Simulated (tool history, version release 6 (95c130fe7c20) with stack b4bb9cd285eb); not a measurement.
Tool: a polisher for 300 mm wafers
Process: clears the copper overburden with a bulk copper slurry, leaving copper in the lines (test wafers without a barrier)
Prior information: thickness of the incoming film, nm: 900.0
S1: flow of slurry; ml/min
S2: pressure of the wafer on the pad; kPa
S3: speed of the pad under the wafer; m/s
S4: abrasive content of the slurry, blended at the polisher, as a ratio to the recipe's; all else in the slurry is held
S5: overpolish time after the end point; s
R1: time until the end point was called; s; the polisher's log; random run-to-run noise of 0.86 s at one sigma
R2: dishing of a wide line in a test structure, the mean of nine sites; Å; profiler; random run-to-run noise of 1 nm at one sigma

| run | hour | S1 | S2 | S3 | S4 | S5 | R1 | R2 |
|---|---|---|---|---|---|---|---|---|
| 1 | 0 | 195 | 15.2 | 0.9 | 1 | 16 | 129.34 | 557.42 |
| 2 | 4.7 | 195 | 15.2 | 0.72 | 1 | 16 | 162.83 | 497.76 |
| 3 | 7.1 | 195 | 11.7 | 0.72 | 1 | 16 | 205.52 | 399.57 |
| 4 | 9.2 | 195 | 11.7 | 0.72 | 1 | 19 | 207.43 | 455.61 |
| 5 | 12.2 | 195 | 11.7 | 0.86 | 1 | 19 | 171.17 | 530.56 |
| 6 | 20.2 | 205 | 14.5 | 0.88 | 1.05 | 15 | 135.28 | 523.87 |
| 7 | 29.2 | 240 | 18.6 | 0.98 | 1.2 | 7 | 93.678 | 407.31 |
| 8 | 34.3 | 240 | 20 | 0.98 | 1.2 | 7 | 86.337 | 434.08 |
| 9 | 40.9 | 240 | 20.7 | 0.98 | 1.2 | 7 | 82.74 | 451.42 |
| 10 | 47.4 | 240 | 21.4 | 0.98 | 1.2 | 7 | 81.64 | 453.99 |
| 11 | 52.6 | 240 | 22.1 | 1 | 1.2 | 7 | 75.971 | 493.61 |
| 12 | 56.8 | 240 | 22.8 | 1 | 1.2 | 7 | 74.709 | 481.01 |

Run 13 comes next. What will it give?
| 13 | 61.2 | 240 | 23.4 | 1 | 1.2 | 7 | ? | ? |

R1: 72.268 s
R2: 508.56 Å

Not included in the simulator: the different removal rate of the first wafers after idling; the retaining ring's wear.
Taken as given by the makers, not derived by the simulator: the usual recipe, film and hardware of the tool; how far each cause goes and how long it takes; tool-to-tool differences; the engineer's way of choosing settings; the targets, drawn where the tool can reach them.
